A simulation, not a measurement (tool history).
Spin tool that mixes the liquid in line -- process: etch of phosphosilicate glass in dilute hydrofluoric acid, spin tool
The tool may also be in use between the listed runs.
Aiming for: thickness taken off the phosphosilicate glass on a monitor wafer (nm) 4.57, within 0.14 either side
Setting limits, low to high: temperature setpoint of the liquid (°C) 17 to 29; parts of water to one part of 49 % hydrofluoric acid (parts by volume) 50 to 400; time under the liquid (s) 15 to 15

run,day,temperature setpoint of the liquid (°C),parts of water to one part of 49 % hydrofluoric acid (parts by volume),time under the liquid (s),thickness taken off the phosphosilicate glass on a monitor wafer (nm)
1,0,21,225,15,3.6936
2,0.371,21,295,15,2.6441
3,0.508,21,295,15,2.6324
4,0.679,22.5,285,15,2.8762
5,0.792,23.5,285,15,3.0325
6,1.058,24.5,275,15,3.273
7,1.212,25.5,265,15,3.6078
8,1.25,26,260,15,3.7052
9,1.45,26.5,255,15,3.8726
10,1.646,27,250,15,4.0532
11,1.942,27.5,250,15,4.163
12,2.279,28,250,15,4.1954
13,2.483,28.5,245,15,4.3792

Consider the 4 candidate settings below. Which is the only one whose results all fall within their allowed miss of target?
A,2.688,29,230,15,?
B,2.688,28,235,15,?
C,2.688,26,210,15,?
D,2.688,29,225,15,?

move,thickness taken off the phosphosilicate glass on a monitor wafer (nm)
A,4.7486
B,4.4651
C,4.7893
D,4.8824
A: carries the result that was furthest off beyond its target, to the other side
B: every result lands within tolerance
C: carries the result that was furthest off beyond its target, to the other side
D: carries the result that was furthest off beyond its target, to the other side
So the answer is move B, the one that meets all the targets.
